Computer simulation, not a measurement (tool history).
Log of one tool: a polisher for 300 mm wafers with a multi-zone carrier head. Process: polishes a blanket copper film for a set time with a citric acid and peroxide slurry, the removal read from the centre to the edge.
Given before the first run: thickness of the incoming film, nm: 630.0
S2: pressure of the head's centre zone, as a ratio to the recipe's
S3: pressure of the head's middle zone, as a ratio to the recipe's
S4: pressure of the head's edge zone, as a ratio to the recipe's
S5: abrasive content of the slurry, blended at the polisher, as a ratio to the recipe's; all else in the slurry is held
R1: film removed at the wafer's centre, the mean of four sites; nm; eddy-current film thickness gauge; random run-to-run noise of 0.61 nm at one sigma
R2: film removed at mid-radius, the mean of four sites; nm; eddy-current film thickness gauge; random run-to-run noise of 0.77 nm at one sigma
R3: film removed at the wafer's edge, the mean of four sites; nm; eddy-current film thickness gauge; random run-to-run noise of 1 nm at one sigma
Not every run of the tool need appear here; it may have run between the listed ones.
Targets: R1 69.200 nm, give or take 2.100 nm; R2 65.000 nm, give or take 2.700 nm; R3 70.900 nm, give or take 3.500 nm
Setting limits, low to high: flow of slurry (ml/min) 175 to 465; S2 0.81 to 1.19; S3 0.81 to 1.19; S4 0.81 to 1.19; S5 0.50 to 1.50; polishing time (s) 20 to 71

run 1 hour=0.0 | flow_of_slurry_(ml/min)=295 S2=1.00 S3=1.00 S4=1.00 S5=1.00 polishing_time_(s)=45 | R1=89.679 R2=88.086 R3=86.499
run 2 hour=5.2 | flow_of_slurry_(ml/min)=295 S2=0.98 S3=0.97 S4=0.99 S5=0.90 polishing_time_(s)=45 | R1=86.764 R2=84.289 R3=82.883
run 3 hour=10.1 | flow_of_slurry_(ml/min)=295 S2=0.98 S3=0.97 S4=0.99 S5=0.90 polishing_time_(s)=35 | R1=66.827 R2=64.909 R3=64.382
run 4 hour=14.7 | flow_of_slurry_(ml/min)=295 S2=0.98 S3=0.97 S4=0.93 S5=0.90 polishing_time_(s)=35 | R1=66.614 R2=64.464 R3=62.813
run 5 hour=23.6 | flow_of_slurry_(ml/min)=295 S2=0.98 S3=0.97 S4=0.93 S5=1.00 polishing_time_(s)=35 | R1=68.303 R2=66.999 R3=65.034
run 6 hour=31.2 | flow_of_slurry_(ml/min)=295 S2=0.90 S3=0.97 S4=0.93 S5=1.00 polishing_time_(s)=35 | R1=63.543 R2=68.318 R3=65.465
run 7 hour=36.8 | flow_of_slurry_(ml/min)=300 S2=0.91 S3=0.95 S4=0.95 S5=1.00 polishing_time_(s)=35 | R1=63.761 R2=66.499 R3=64.992
run 8 hour=44.5 | flow_of_slurry_(ml/min)=290 S2=0.95 S3=0.87 S4=1.05 S5=1.25 polishing_time_(s)=36 | R1=72.073 R2=67.097 R3=73.950
run 9 hour=45.3 | flow_of_slurry_(ml/min)=285 S2=0.95 S3=0.87 S4=1.04 S5=1.25 polishing_time_(s)=36 | R1=71.752 R2=65.935 R3=73.262
run 10 hour=47.0 | flow_of_slurry_(ml/min)=280 S2=0.95 S3=0.87 S4=1.03 S5=1.25 polishing_time_(s)=36 | R1=72.151 R2=65.201 R3=73.716
run 11 hour=54.7 | flow_of_slurry_(ml/min)=280 S2=0.95 S3=0.87 S4=1.02 S5=1.25 polishing_time_(s)=36 | R1=72.389 R2=65.536 R3=74.017

Next run, 5 choices. One meets every target within its allowed miss, the rest don't. Which?
run A hour=62.4 | flow_of_slurry_(ml/min)=305 S2=0.92 S3=0.86 S4=0.97 S5=1.45 polishing_time_(s)=34 | R1=? R2=? R3=?
run B hour=62.4 | flow_of_slurry_(ml/min)=405 S2=0.86 S3=1.00 S4=1.07 S5=1.30 polishing_time_(s)=33 | R1=? R2=? R3=?
run C hour=62.4 | flow_of_slurry_(ml/min)=265 S2=0.91 S3=0.84 S4=0.95 S5=1.10 polishing_time_(s)=41 | R1=? R2=? R3=?
run D hour=62.4 | flow_of_slurry_(ml/min)=305 S2=0.94 S3=0.95 S4=1.01 S5=1.25 polishing_time_(s)=35 | R1=? R2=? R3=?
run E hour=62.4 | flow_of_slurry_(ml/min)=325 S2=1.07 S3=0.85 S4=0.86 S5=1.10 polishing_time_(s)=34 | R1=? R2=? R3=?

move=A R1=69.813 R2=64.078 R3=68.424
move=B R1=64.265 R2=70.336 R3=68.982
move=C R1=77.311 R2=70.325 R3=76.060
move=D R1=70.744 R2=69.272 R3=69.365
move=E R1=74.575 R2=59.936 R3=61.082
A: all results in spec
B: carries the result that was furthest off beyond its target, to the other side
C: moves away from the targets compared with the last run
D: meets the target for the result that was furthest off, but another lies outside its allowed miss
E: moves away from the targets compared with the last run
Correct choice: A, which meets every target
